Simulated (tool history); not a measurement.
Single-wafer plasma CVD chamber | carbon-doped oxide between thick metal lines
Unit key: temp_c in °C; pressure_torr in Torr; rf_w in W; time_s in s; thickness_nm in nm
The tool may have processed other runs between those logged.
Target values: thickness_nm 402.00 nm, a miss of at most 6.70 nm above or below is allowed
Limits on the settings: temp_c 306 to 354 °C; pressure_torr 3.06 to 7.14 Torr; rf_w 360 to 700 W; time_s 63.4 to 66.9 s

| run | day | temp_c | pressure_torr | rf_w | time_s | thickness_nm |
|---|---|---|---|---|---|---|
| 1 | 0.000 | 330 | 5.10 | 530 | 66.9 | 333.83 |
| 2 | 0.117 | 330 | 5.10 | 530 | 63.4 | 316.90 |
| 3 | 0.450 | 330 | 4.30 | 530 | 63.4 | 309.84 |
| 4 | 0.779 | 320 | 4.30 | 530 | 63.4 | 322.32 |
| 5 | 1.071 | 311 | 4.30 | 530 | 63.4 | 332.81 |
|  | 1.212 | RF generator calibrated |
| 6 | 1.212 | 310 | 4.70 | 560 | 63.6 | 370.03 |
| 7 | 1.300 | 309 | 4.94 | 560 | 63.6 | 375.07 |
| 8 | 1.400 | 308 | 5.14 | 560 | 63.6 | 377.18 |

Pick the move, out of 4, that brings all results within their allowed miss; only one does.
| A | 1.500 | 306 | 4.83 | 645 | 65.6 | ? |
| B | 1.500 | 306 | 4.46 | 535 | 63.4 | ? |
| C | 1.500 | 318 | 4.88 | 535 | 66.5 | ? |
| D | 1.500 | 311 | 4.91 | 585 | 66.9 | ? |

| move | thickness_nm |
|---|---|
| A | 420.26 |
| B | 360.94 |
| C | 363.99 |
| D | 397.54 |
A: takes the result that was furthest off past its target
B: the biggest miss grows against the last run
C: the biggest miss grows against the last run
D: all results in spec
Answer: D
